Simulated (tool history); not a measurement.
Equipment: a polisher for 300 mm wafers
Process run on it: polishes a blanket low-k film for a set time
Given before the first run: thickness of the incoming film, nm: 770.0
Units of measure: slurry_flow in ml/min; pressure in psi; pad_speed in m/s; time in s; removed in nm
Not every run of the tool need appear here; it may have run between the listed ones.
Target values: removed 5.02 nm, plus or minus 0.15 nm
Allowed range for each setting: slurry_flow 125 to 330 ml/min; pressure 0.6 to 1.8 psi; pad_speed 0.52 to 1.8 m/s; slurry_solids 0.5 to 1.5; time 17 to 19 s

run   hour  slurry_flow  pressure  pad_speed  slurry_solids  time  removed
  1      0          210       1.2       1.16              1    19   6.4765
  2    8.8          210       1.2       1.16           1.15    19   6.6956
  3   16.3          205       1.1       1.16           1.15    19   6.2856
  4   17.9          205         1       1.16           1.15    19   5.7823
  5   26.2          205         1       1.16              1    19    5.439
  6   32.8          200         1       1.16              1    19   5.3823
  7   37.6          190         1       1.16              1    19   5.3834
  8     40          185         1       1.16              1    19   5.3571
  9   48.2          180         1       1.16              1    19    5.335
 10   51.5          175         1       1.16              1    19   5.2978
 11   60.4          175         1       1.16              1    19   5.4121
 12   68.5          165       0.9       1.16              1    19   4.7969
 13   70.6          170       0.9       1.16              1    19   4.7902
 14   78.4          175       0.9       1.16              1    19   4.8259
 15   86.1          180       0.9       1.16              1    19   4.8074
 16   92.9          185         1       1.16              1    19    5.363
 17     99          180         1       1.16              1    19   5.3322
 18  101.3          175         1       1.16              1    19   5.3268
 19  108.5          170       0.9       1.16              1    19   4.7362
 20  111.4          180       0.9       1.16              1    19   4.8771
 21  117.2          185       0.9       1.16              1    19   4.8592
 22  123.8          190       0.9       1.16              1    19   4.8854

Exercise: of the 5 proposed moves below, exactly one satisfies all targets within the stated allowed misses. Which move is it?
  A  130.4          215       0.8       1.16            1.1    19        ?
  B  130.4          180       0.9       1.22           0.95    18        ?
  C  130.4          165       1.1       0.96           1.15    18        ?
  D  130.4          200       0.8       1.28              1    19        ?
  E  130.4          200         1       1.08           0.95    18        ?

move  removed
   A   4.6101
   B   4.6423
   C   4.9729
   D   4.7417
   E   4.6972
A: the biggest miss grows against the last run
B: the biggest miss grows against the last run
C: each result inside its tolerance
D: the biggest miss grows against the last run
E: the biggest miss grows against the last run
Answer: C
